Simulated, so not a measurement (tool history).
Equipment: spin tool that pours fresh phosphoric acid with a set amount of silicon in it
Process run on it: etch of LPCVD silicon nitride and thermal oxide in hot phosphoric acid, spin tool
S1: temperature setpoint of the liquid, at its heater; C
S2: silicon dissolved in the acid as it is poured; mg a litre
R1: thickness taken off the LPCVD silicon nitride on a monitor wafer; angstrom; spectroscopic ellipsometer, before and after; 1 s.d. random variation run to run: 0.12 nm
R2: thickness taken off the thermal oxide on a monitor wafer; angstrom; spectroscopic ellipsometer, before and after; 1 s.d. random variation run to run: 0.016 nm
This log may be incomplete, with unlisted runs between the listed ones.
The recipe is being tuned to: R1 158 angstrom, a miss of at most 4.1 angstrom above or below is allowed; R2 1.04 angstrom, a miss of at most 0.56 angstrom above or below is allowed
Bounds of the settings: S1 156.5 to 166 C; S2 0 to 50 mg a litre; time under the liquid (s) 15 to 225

run 1 hour=0 | S1=161 S2=25.5 time_under_the_liquid_(s)=115 | R1=91.816 R2=1.8159
run 2 hour=4.6 | S1=161.5 S2=31 time_under_the_liquid_(s)=125 | R1=100.33 R2=1.4762
run 3 hour=7.8 | S1=161.5 S2=39 time_under_the_liquid_(s)=125 | R1=100.37 R2=1.1071
run 4 hour=16.4 | S1=162 S2=41.5 time_under_the_liquid_(s)=135 | R1=111.14 R2=0.91698
run 5 hour=25.1 | S1=162 S2=33.5 time_under_the_liquid_(s)=135 | R1=111.4 R2=1.6071
run 6 hour=32.6 | S1=163 S2=33.5 time_under_the_liquid_(s)=135 | R1=115.56 R2=1.8793
run 7 hour=39.9 | S1=163 S2=37 time_under_the_liquid_(s)=140 | R1=119.68 R2=1.3353
run 8 hour=44.2 | S1=163.5 S2=39 time_under_the_liquid_(s)=145 | R1=126.06 R2=1.4329
run 9 hour=47.8 | S1=163 S2=50 time_under_the_liquid_(s)=180 | R1=153.31 R2=1.0252

Exercise: of the 4 proposed moves below, exactly one satisfies all targets within the stated allowed misses. Which move is it?
run A hour=51.4 | S1=162.5 S2=50 time_under_the_liquid_(s)=180 | R1=? R2=?
run B hour=51.4 | S1=163.5 S2=50 time_under_the_liquid_(s)=185 | R1=? R2=?
run C hour=51.4 | S1=163 S2=50 time_under_the_liquid_(s)=175 | R1=? R2=?
run D hour=51.4 | S1=165 S2=26 time_under_the_liquid_(s)=160 | R1=? R2=?

move=A R1=149.9 R2=1.0267
move=B R1=159.26 R2=1.1352
move=C R1=148.18 R2=1.0354
move=D R1=144.71 R2=3.0384
A: moves away from the targets compared with the last run
B: all results in spec
C: moves away from the targets compared with the last run
D: moves away from the targets compared with the last run
Go with B: it meets all targets.
